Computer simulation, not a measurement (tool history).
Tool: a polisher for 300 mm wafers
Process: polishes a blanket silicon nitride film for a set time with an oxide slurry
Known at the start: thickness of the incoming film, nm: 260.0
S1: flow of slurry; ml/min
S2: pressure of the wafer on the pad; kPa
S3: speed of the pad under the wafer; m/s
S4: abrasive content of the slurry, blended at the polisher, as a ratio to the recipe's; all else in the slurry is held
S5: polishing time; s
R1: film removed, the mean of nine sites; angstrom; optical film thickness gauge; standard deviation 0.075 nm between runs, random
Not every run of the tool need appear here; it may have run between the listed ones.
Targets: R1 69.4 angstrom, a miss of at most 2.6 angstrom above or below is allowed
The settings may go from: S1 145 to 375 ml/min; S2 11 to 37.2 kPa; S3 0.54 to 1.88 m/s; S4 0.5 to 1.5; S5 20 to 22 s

run  hour   S1    S2    S3    S4  S5      R1
  1     0  240  24.1   1.2     1  22  143.32
  2   3.2  240  24.1   1.2   0.9  22  138.05
  3  10.8  240  20.7  1.14   0.9  22  117.72
  4  11.8  240  20.7  1.14   0.9  22  117.25
  5  20.6  240  26.2  1.14   0.9  22  141.11
  6  27.5  240  26.2  1.14  0.75  22  130.65
  7  32.1  240  19.3  1.08  0.75  22  99.986
  8  39.9  240  17.2  1.04  0.75  22  90.142
  9  46.2  240  15.9  1.02  0.75  22   81.84

Consider the 5 candidate settings below. Which is the only one whose results all fall within their allowed miss of target?
  A  52.5  360  15.9  0.96   0.6  21   ?
  B  52.5  255  19.3  0.96  0.85  22   ?
  C  52.5  240  14.5  0.92   0.7  20   ?
  D  52.5  275  16.5   0.8  0.75  20   ?
  E  52.5  305  17.9  1.22  0.85  21   ?

move      R1
   A  68.912
   B  95.268
   C    62.6
   D  63.905
   E  106.15
A: in spec on every target
B: lands further from the targets than the last run did
C: the result that was furthest off in the last run now lies on the other side of its target
D: the result that was furthest off in the last run now lies on the other side of its target
E: lands further from the targets than the last run did
Answer: A
